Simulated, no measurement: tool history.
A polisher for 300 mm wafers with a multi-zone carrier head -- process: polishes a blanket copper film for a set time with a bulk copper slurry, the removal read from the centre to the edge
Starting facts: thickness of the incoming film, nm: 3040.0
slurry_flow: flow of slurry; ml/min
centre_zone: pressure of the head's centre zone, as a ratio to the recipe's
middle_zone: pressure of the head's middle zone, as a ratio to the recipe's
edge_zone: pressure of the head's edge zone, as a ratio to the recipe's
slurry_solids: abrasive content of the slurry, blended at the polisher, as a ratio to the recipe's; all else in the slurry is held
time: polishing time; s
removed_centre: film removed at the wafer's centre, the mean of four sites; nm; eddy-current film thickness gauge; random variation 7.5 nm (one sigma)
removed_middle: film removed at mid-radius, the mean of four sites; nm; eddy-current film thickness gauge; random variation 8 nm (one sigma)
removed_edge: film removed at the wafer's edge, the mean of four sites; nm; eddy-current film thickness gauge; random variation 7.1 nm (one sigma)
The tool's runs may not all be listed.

run,hour,slurry_flow,centre_zone,middle_zone,edge_zone,slurry_solids,time,removed_centre,removed_middle,removed_edge
1,0,255,1,1,1,1,66,601.86,626.09,586.86
2,7.1,255,1,1,1,1.2,66,630.16,648.84,624.42
3,15.9,255,0.99,0.99,1.02,1.25,66,649.42,646.24,620.87
4,20.8,240,0.96,0.96,1.01,1.25,68,650.42,646.65,643.98
5,25.2,190,0.96,0.96,1.01,1.25,68,625.57,635.53,645.14
6,26.9,185,0.94,0.95,1.03,1.25,68,610.49,638.07,647.84
7,30.4,180,0.93,0.94,1.05,1.25,68,613.45,624.62,655.18
8,36.7,175,0.92,0.94,1.06,1.25,68,621.16,601.42,654.3
9,38.3,170,0.9,0.94,1.06,1.3,68,602.58,627.55,648.05

Expected results for the next run?
10,45.2,165,0.88,0.93,1.07,1.3,69,?,?,?

removed_centre: 597.44 nm
removed_middle: 613.64 nm
removed_edge: 673.7 nm
